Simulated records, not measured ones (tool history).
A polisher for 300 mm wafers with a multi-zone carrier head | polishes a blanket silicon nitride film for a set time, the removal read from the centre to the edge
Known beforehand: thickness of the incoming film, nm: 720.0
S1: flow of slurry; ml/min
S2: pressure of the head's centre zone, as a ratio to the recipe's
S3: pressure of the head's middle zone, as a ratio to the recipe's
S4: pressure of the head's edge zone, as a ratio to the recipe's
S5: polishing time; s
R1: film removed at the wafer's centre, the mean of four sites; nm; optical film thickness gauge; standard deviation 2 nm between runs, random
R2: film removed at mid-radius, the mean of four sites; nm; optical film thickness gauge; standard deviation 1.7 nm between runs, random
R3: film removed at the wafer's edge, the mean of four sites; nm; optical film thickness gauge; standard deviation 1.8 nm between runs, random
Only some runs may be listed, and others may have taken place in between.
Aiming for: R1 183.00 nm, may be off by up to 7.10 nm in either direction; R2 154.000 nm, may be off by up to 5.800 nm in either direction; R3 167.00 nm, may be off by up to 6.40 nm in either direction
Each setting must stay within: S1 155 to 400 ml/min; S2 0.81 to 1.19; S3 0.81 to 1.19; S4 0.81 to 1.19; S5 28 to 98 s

run	hour	S1	S2	S3	S4	S5	R1	R2	R3
1	0.0	255	1.00	1.00	1.00	63	114.62	120.710	120.15
2	1.4	255	1.00	1.04	1.00	63	119.15	124.940	117.80
3	3.1	230	1.00	1.04	1.00	63	115.11	123.740	120.39
4	5.3	195	1.00	1.04	1.00	63	113.78	121.300	118.88
5	12.4	195	1.05	1.04	1.00	63	120.51	120.660	119.93
6	19.5	195	1.05	1.04	1.06	63	120.18	118.180	118.36
# hour 21.3: slurry nozzle cleaned
7	21.3	195	1.06	1.03	1.06	66	128.97	127.660	125.38
8	24.8	190	1.08	1.00	1.06	69	136.35	131.410	130.80

Which single option among these 5 for the next run brings every result within its allowed miss of target? Just one does.
A	28.3	180	1.11	0.99	1.01	81	?	?	?
B	28.3	180	1.11	0.90	1.13	96	?	?	?
C	28.3	200	1.13	0.89	0.94	89	?	?	?
D	28.3	185	1.18	0.97	0.99	54	?	?	?
E	28.3	180	1.13	0.93	1.10	83	?	?	?

move	R1	R2	R3
A	163.47	152.040	152.82
B	193.62	166.370	188.28
C	183.54	154.060	165.35
D	114.39	99.818	101.41
E	169.70	147.810	161.22
A: closes in on the targets versus the last run, not all within tolerance yet
B: carries the result that was furthest off beyond its target, to the other side
C: meets every target
D: moves away from the targets compared with the last run
E: closes in on the targets versus the last run, not all within tolerance yet
Go with C: it meets all targets.
